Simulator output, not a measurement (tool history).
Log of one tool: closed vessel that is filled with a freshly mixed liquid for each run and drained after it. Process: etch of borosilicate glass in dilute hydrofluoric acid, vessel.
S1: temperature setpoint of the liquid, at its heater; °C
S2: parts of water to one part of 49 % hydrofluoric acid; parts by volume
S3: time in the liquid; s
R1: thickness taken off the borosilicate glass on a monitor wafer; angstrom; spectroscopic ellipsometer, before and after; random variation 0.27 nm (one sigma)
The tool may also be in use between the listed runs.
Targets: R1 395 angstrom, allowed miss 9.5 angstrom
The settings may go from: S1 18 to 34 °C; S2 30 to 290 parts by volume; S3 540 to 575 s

run 1 hour=0 | S1=26 S2=160 S3=540 | R1=575.14
run 2 hour=6.5 | S1=26 S2=160 S3=575 | R1=625.82
run 3 hour=9.7 | S1=24 S2=165 S3=575 | R1=551.14
run 4 hour=12.2 | S1=22.5 S2=165 S3=575 | R1=522.36
run 5 hour=15.2 | S1=22.5 S2=165 S3=575 | R1=527.07
run 6 hour=18.7 | S1=21.5 S2=170 S3=575 | R1=482.22
run 7 hour=25.2 | S1=20.5 S2=170 S3=575 | R1=461.65
run 8 hour=29.6 | S1=20 S2=170 S3=575 | R1=457.84
run 9 hour=36.2 | S1=19.5 S2=175 S3=575 | R1=435.3
run 10 hour=37.8 | S1=19 S2=175 S3=575 | R1=428.3
run 11 hour=39.8 | S1=18.5 S2=175 S3=575 | R1=417.24

5 next moves are on the table. One of them brings every result within its allowed miss. Which?
run A hour=41.8 | S1=20 S2=180 S3=575 | R1=?
run B hour=41.8 | S1=18.5 S2=155 S3=540 | R1=?
run C hour=41.8 | S1=20 S2=170 S3=570 | R1=?
run D hour=41.8 | S1=20.5 S2=185 S3=570 | R1=?
run E hour=41.8 | S1=20.5 S2=190 S3=550 | R1=?

move=A R1=432.3
move=B R1=455.49
move=C R1=458.36
move=D R1=423.02
move=E R1=395.44
A: further off than the last run
B: further off than the last run
C: further off than the last run
D: further off than the last run
E: meets every target
The right move is E.
